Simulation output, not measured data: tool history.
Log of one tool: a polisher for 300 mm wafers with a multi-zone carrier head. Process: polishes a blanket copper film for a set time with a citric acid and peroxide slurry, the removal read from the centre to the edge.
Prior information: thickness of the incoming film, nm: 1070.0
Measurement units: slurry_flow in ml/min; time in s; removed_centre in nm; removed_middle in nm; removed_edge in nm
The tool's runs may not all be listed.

Run 1, hour 0: slurry_flow 250 ml/min, centre_zone 1, middle_zone 1, edge_zone 1, slurry_solids 1, time 41 s. Result: removed_centre 66.124 nm, removed_middle 62.66 nm, removed_edge 59.093 nm.
Run 2, hour 7.1: slurry_flow 250 ml/min, centre_zone 0.93, middle_zone 1, edge_zone 1, slurry_solids 1, time 41 s. Result: removed_centre 62.515 nm, removed_middle 64.475 nm, removed_edge 59.383 nm.
Run 3, hour 14.2: slurry_flow 270 ml/min, centre_zone 0.98, middle_zone 1.04, edge_zone 1.04, slurry_solids 1.15, time 43 s. Result: removed_centre 71.609 nm, removed_middle 72.636 nm, removed_edge 65.063 nm.
Run 4, hour 15.8: slurry_flow 275 ml/min, centre_zone 1, middle_zone 1.05, edge_zone 1.07, slurry_solids 1.25, time 45 s. Result: removed_centre 77.457 nm, removed_middle 77.105 nm, removed_edge 71.527 nm.
Run 5, hour 22.5: slurry_flow 275 ml/min, centre_zone 0.97, middle_zone 1.05, edge_zone 1.07, slurry_solids 1.25, time 45 s. Result: removed_centre 74.763 nm, removed_middle 77.832 nm, removed_edge 70.299 nm.
Run 6, hour 25.7: slurry_flow 230 ml/min, centre_zone 0.97, middle_zone 1.05, edge_zone 1.07, slurry_solids 1.25, time 45 s. Result: removed_centre 74.891 nm, removed_middle 76.808 nm, removed_edge 70.236 nm.

Run 7, settings as shown, results not yet in. Your forecast:
Run 7, hour 28: slurry_flow 230 ml/min, centre_zone 1.01, middle_zone 1.08, edge_zone 1.09, slurry_solids 1.35, time 46 s. Result: removed_centre ?, removed_middle ?, removed_edge ?.

{"run 7": {"removed_centre": 79.316, "removed_middle": 81.066, "removed_edge": 72.993}}
